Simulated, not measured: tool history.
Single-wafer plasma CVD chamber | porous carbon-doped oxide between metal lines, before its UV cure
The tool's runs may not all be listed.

run	hour	heater temperature setpoint (°C)	RF power (W)	deposition time (s)	mean film thickness on the monitor wafer (angstrom)
1	0.0	295	575	18.3	1095.5
2	6.2	303	575	18.3	1040.7
3	7.4	305	575	18.3	1040.2
4	12.8	307	575	18.3	1021.1
5	13.6	307	625	18.3	1063.8
6	19.9	307	585	18.3	1028.8
7	26.1	307	585	18.3	1040.7

The next listed run, before its measurement:
8	31.0	309	580	18.3	?

mean film thickness on the monitor wafer (angstrom): 1021.6
